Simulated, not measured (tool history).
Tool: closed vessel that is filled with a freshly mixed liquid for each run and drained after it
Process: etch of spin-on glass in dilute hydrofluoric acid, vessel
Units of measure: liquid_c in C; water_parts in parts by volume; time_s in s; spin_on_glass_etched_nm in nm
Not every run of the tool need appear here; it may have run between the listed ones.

run,hour,liquid_c,water_parts,time_s,spin_on_glass_etched_nm
1,0.0,22.0,240,30,3.6783
2,2.6,21.0,240,30,3.5824
3,6.6,20.0,240,30,3.5043
4,10.4,20.0,240,30,3.4784
5,15.3,19.5,240,30,3.4198
6,18.0,23.0,240,30,3.8782
7,21.5,21.5,240,30,3.7009

What does the tool deliver on the next run?
8,24.3,17.5,245,30,?

spin_on_glass_etched_nm: 3.0833 nm
